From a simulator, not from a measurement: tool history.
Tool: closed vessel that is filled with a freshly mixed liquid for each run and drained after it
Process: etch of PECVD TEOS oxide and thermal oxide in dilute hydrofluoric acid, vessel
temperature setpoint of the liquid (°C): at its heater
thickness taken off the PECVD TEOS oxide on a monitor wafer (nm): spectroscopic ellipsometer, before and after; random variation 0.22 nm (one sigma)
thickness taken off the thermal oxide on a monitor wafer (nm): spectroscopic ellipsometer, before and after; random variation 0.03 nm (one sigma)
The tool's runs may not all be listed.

run,hour,temperature setpoint of the liquid (°C),parts of water to one part of 49 % hydrofluoric acid (parts by volume),time in the liquid (s),thickness taken off the PECVD TEOS oxide on a monitor wafer (nm),thickness taken off the thermal oxide on a monitor wafer (nm)
1,0.0,23.0,70,225,39.655,13.683
2,3.6,22.0,70,225,37.936,13.186
3,5.9,21.5,70,225,36.941,12.813
4,6.5,20.5,70,225,35.462,12.358
5,13.8,20.5,50,225,51.582,17.775
6,17.8,20.5,30,225,87.714,30.158
7,25.0,20.0,35,225,73.375,25.263
8,29.0,19.5,40,225,62.007,21.574
9,33.5,19.0,45,225,53.858,18.593
# hour 38.6: thermometer replaced
10,38.6,18.5,50,225,43.817,15.337

The next listed run, before its measurement:
11,39.7,18.5,55,225,?,?

Run 11 gave thickness taken off the PECVD TEOS oxide on a monitor wafer (nm) 40.064, thickness taken off the thermal oxide on a monitor wafer (nm) 13.908.

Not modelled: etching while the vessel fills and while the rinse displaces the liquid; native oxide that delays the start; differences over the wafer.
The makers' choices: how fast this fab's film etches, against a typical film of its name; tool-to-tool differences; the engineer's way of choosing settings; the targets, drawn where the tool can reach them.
